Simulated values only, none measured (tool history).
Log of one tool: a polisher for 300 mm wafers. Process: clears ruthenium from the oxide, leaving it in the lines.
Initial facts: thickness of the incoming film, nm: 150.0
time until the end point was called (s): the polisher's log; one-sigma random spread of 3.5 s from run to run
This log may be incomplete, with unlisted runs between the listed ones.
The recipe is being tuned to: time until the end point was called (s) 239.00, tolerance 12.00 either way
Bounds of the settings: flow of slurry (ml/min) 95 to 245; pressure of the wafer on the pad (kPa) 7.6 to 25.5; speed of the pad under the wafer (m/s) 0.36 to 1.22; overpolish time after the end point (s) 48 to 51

run	hour	flow of slurry (ml/min)	pressure of the wafer on the pad (kPa)	speed of the pad under the wafer (m/s)	overpolish time after the end point (s)	time until the end point was called (s)
1	0.0	155	16.5	0.78	48	135.36
2	5.8	155	16.5	0.90	48	120.87
3	12.0	185	16.5	0.90	48	116.53
4	18.2	185	18.6	0.90	48	103.76
5	21.1	185	15.2	0.90	48	127.17
6	27.1	185	11.7	0.90	48	161.47
# hour 32.7: slurry nozzle cleaned
7	32.7	185	10.3	0.86	48	178.08
8	33.3	185	9.7	0.82	48	196.35
9	37.0	185	9.0	0.80	48	224.91
10	42.5	185	9.0	0.80	48	214.18

Next run, 5 choices. One meets every target within its allowed miss, the rest don't. Which?
A	48.0	200	7.6	0.72	48	?
B	48.0	170	9.7	0.80	50	?
C	48.0	240	9.0	0.80	48	?
D	48.0	190	7.6	0.76	48	?
E	48.0	160	9.7	0.68	51	?

move	time until the end point was called (s)
A	280.18
B	207.29
C	211.91
D	268.34
E	243.90
A: carries the result that was furthest off beyond its target, to the other side
B: moves away from the targets compared with the last run
C: moves away from the targets compared with the last run
D: carries the result that was furthest off beyond its target, to the other side
E: in spec on every target
The right move is E.
